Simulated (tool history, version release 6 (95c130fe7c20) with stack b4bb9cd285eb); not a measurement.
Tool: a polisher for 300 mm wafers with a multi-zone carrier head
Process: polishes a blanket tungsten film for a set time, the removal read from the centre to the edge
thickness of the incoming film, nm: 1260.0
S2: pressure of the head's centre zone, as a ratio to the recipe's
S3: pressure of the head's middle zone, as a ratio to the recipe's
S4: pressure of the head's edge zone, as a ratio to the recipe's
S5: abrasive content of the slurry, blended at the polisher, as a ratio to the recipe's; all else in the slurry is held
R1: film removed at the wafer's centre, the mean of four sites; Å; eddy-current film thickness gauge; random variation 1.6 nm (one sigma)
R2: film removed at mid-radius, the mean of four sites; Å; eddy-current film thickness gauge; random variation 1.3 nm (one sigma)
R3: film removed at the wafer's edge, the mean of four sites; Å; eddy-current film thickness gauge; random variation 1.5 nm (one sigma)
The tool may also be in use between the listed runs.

run 1 day=0.000 | flow_of_slurry_(ml/min)=275 S2=1.00 S3=1.00 S4=1.00 S5=1.00 polishing_time_(s)=57 | R1=1704.8 R2=1781.2 R3=1882.4
run 2 day=0.142 | flow_of_slurry_(ml/min)=275 S2=1.06 S3=1.00 S4=1.00 S5=1.00 polishing_time_(s)=57 | R1=1871.0 R2=1822.0 R3=1896.8
run 3 day=0.446 | flow_of_slurry_(ml/min)=275 S2=1.05 S3=1.00 S4=0.98 S5=0.90 polishing_time_(s)=53 | R1=1640.1 R2=1594.7 R3=1689.1
run 4 day=0.592 | flow_of_slurry_(ml/min)=275 S2=1.04 S3=1.02 S4=0.96 S5=0.80 polishing_time_(s)=51 | R1=1503.0 R2=1509.4 R3=1552.6
run 5 day=0.671 | flow_of_slurry_(ml/min)=275 S2=1.03 S3=1.02 S4=0.94 S5=0.75 polishing_time_(s)=49 | R1=1422.6 R2=1460.9 R3=1456.9
run 6 day=0.992 | flow_of_slurry_(ml/min)=275 S2=1.02 S3=1.01 S4=0.93 S5=0.70 polishing_time_(s)=48 | R1=1307.4 R2=1349.0 R3=1339.1
run 7 day=1.338 | flow_of_slurry_(ml/min)=275 S2=1.01 S3=0.99 S4=0.91 S5=0.70 polishing_time_(s)=48 | R1=1355.1 R2=1320.6 R3=1364.7
run 8 day=1.412 | flow_of_slurry_(ml/min)=275 S2=1.00 S3=0.99 S4=0.90 S5=0.65 polishing_time_(s)=47 | R1=1286.3 R2=1263.0 R3=1297.9

Forecast run 9:
run 9 day=1.467 | flow_of_slurry_(ml/min)=275 S2=0.99 S3=0.99 S4=0.89 S5=0.60 polishing_time_(s)=47 | R1=? R2=? R3=?

R1: 1193.2 Å
R2: 1255.0 Å
R3: 1237.8 Å
